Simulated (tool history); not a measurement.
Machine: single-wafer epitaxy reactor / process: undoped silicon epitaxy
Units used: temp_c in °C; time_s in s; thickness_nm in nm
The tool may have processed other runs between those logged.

{"run": 1, "hour": 0.0, "temp_c": 650, "time_s": 172, "thickness_nm": 28.935}
{"run": 2, "hour": 8.8, "temp_c": 650, "time_s": 193, "thickness_nm": 32.584}
{"run": 3, "hour": 11.4, "temp_c": 650, "time_s": 178, "thickness_nm": 30.354}
{"run": 4, "hour": 20.3, "temp_c": 648, "time_s": 178, "thickness_nm": 29.042}
{"run": 5, "hour": 26.5, "temp_c": 646, "time_s": 178, "thickness_nm": 28.026}
{"run": 6, "hour": 34.9, "temp_c": 645, "time_s": 178, "thickness_nm": 27.454}

Run 7 is up next; what results do you expect?
{"run": 7, "hour": 36.5, "temp_c": 644, "time_s": 178, "thickness_nm": "?"}

thickness_nm: 26.931 nm
